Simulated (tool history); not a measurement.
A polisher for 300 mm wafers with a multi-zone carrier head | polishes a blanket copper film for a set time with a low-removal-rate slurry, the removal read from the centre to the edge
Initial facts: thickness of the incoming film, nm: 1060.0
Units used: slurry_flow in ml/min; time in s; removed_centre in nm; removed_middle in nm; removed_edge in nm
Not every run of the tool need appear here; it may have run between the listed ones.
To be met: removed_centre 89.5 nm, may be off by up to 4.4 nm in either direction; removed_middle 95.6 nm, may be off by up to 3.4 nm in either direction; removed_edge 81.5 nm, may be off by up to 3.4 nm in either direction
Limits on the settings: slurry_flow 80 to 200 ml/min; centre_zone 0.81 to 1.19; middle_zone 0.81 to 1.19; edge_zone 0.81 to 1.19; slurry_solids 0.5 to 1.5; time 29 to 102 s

{"run": 1, "hour": 0.0, "slurry_flow": 130, "centre_zone": 1, "middle_zone": 1, "edge_zone": 1, "slurry_solids": 1, "time": 65, "removed_centre": 134.61, "removed_middle": 135.83, "removed_edge": 135.91}
{"run": 2, "hour": 6.3, "slurry_flow": 130, "centre_zone": 1, "middle_zone": 1.01, "edge_zone": 0.98, "slurry_solids": 0.95, "time": 62, "removed_centre": 128.84, "removed_middle": 132.74, "removed_edge": 125.71}
{"run": 3, "hour": 11.3, "slurry_flow": 130, "centre_zone": 1, "middle_zone": 1.01, "edge_zone": 0.98, "slurry_solids": 1.1, "time": 62, "removed_centre": 129.77, "removed_middle": 131.6, "removed_edge": 127.75}
{"run": 4, "hour": 12.4, "slurry_flow": 130, "centre_zone": 1, "middle_zone": 1.01, "edge_zone": 0.96, "slurry_solids": 1.1, "time": 60, "removed_centre": 127.39, "removed_middle": 129.91, "removed_edge": 122.94}
{"run": 5, "hour": 18.9, "slurry_flow": 130, "centre_zone": 1, "middle_zone": 1.01, "edge_zone": 0.96, "slurry_solids": 1.1, "time": 72, "removed_centre": 152.53, "removed_middle": 153.64, "removed_edge": 152}
{"run": 6, "hour": 20.8, "slurry_flow": 130, "centre_zone": 1, "middle_zone": 1.08, "edge_zone": 0.96, "slurry_solids": 1.1, "time": 72, "removed_centre": 154.41, "removed_middle": 164.64, "removed_edge": 148.39}
{"run": 7, "hour": 21.4, "slurry_flow": 130, "centre_zone": 1, "middle_zone": 1.07, "edge_zone": 0.95, "slurry_solids": 1.05, "time": 68, "removed_centre": 142.54, "removed_middle": 152.31, "removed_edge": 138.69}
{"run": 8, "hour": 23.5, "slurry_flow": 130, "centre_zone": 1, "middle_zone": 1.07, "edge_zone": 0.94, "slurry_solids": 1, "time": 65, "removed_centre": 138.72, "removed_middle": 145.5, "removed_edge": 134.48}
{"run": 9, "hour": 26.1, "slurry_flow": 125, "centre_zone": 1.03, "middle_zone": 1.17, "edge_zone": 0.85, "slurry_solids": 0.95, "time": 47, "removed_centre": 101.17, "removed_middle": 111.41, "removed_edge": 89.553}
{"run": 10, "hour": 26.9, "slurry_flow": 120, "centre_zone": 1.03, "middle_zone": 1.16, "edge_zone": 0.85, "slurry_solids": 0.95, "time": 47, "removed_centre": 101.93, "removed_middle": 110.62, "removed_edge": 87.945}
{"run": 11, "hour": 32.8, "slurry_flow": 115, "centre_zone": 1.02, "middle_zone": 1.15, "edge_zone": 0.85, "slurry_solids": 0.95, "time": 47, "removed_centre": 98.811, "removed_middle": 107.05, "removed_edge": 88.397}

Exactly one of the 4 candidate moves below puts every result within its allowed miss. Which one?
{"run": "A", "hour": 38.7, "slurry_flow": 80, "centre_zone": 1.04, "middle_zone": 0.9, "edge_zone": 0.87, "slurry_solids": 0.85, "time": 50, "removed_centre": "?", "removed_middle": "?", "removed_edge": "?"}
{"run": "B", "hour": 38.7, "slurry_flow": 90, "centre_zone": 1.06, "middle_zone": 1.02, "edge_zone": 0.9, "slurry_solids": 0.95, "time": 43, "removed_centre": "?", "removed_middle": "?", "removed_edge": "?"}
{"run": "C", "hour": 38.7, "slurry_flow": 95, "centre_zone": 0.95, "middle_zone": 1.01, "edge_zone": 0.92, "slurry_solids": 1.3, "time": 46, "removed_centre": "?", "removed_middle": "?", "removed_edge": "?"}
{"run": "D", "hour": 38.7, "slurry_flow": 90, "centre_zone": 1.04, "middle_zone": 1.14, "edge_zone": 0.88, "slurry_solids": 0.95, "time": 44, "removed_centre": "?", "removed_middle": "?", "removed_edge": "?"}

move=A removed_centre=97.92 removed_middle=89.167 removed_edge=91.78
move=B removed_centre=88.923 removed_middle=87.473 removed_edge=82.139
move=C removed_centre=89.708 removed_middle=97.706 removed_edge=93.14
move=D removed_centre=89.333 removed_middle=98.042 removed_edge=83.064
A: moves the result that the last run missed by most past its target, out the other side
B: moves the result that the last run missed by most past its target, out the other side
C: puts the biggest miss on target and leaves a different result outside tolerance
D: in spec on every target
Go with D: it meets all targets.

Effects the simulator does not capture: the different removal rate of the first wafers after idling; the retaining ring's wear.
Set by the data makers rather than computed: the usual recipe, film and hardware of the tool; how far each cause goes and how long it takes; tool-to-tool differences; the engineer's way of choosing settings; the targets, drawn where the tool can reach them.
